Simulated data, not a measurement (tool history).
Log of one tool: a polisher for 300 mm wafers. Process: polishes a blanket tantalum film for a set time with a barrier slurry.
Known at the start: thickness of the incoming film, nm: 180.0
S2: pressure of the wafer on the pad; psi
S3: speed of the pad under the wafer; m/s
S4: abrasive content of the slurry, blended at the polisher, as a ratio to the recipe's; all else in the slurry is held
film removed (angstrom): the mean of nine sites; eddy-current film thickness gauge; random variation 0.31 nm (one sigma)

{"run": 1, "hour": 0.0, "flow of slurry (ml/min)": 135, "S2": 1.9, "S3": 1.1, "S4": 1.0, "polishing time (s)": 50, "film removed (angstrom)": 781.42}
{"run": 2, "hour": 7.3, "flow of slurry (ml/min)": 125, "S2": 1.7, "S3": 1.1, "S4": 1.0, "polishing time (s)": 50, "film removed (angstrom)": 713.97}
{"run": 3, "hour": 15.4, "flow of slurry (ml/min)": 125, "S2": 1.7, "S3": 1.26, "S4": 1.0, "polishing time (s)": 50, "film removed (angstrom)": 778.35}
{"run": 4, "hour": 20.1, "flow of slurry (ml/min)": 120, "S2": 1.5, "S3": 1.22, "S4": 1.0, "polishing time (s)": 50, "film removed (angstrom)": 693.24}
{"run": 5, "hour": 28.0, "flow of slurry (ml/min)": 90, "S2": 1.5, "S3": 1.22, "S4": 1.0, "polishing time (s)": 50, "film removed (angstrom)": 661.5}
{"run": 6, "hour": 30.5, "flow of slurry (ml/min)": 90, "S2": 1.5, "S3": 0.98, "S4": 1.0, "polishing time (s)": 50, "film removed (angstrom)": 563.02}
{"run": 7, "hour": 39.2, "flow of slurry (ml/min)": 90, "S2": 1.4, "S3": 0.98, "S4": 1.0, "polishing time (s)": 50, "film removed (angstrom)": 530.0}
{"run": 8, "hour": 42.8, "flow of slurry (ml/min)": 90, "S2": 1.3, "S3": 0.98, "S4": 1.0, "polishing time (s)": 50, "film removed (angstrom)": 514.62}

Forecast run 9:
{"run": 9, "hour": 51.7, "flow of slurry (ml/min)": 90, "S2": 1.3, "S3": 0.98, "S4": 1.0, "polishing time (s)": 50, "film removed (angstrom)": "?"}

{"run 9": {"film removed (angstrom)": 512.88}}

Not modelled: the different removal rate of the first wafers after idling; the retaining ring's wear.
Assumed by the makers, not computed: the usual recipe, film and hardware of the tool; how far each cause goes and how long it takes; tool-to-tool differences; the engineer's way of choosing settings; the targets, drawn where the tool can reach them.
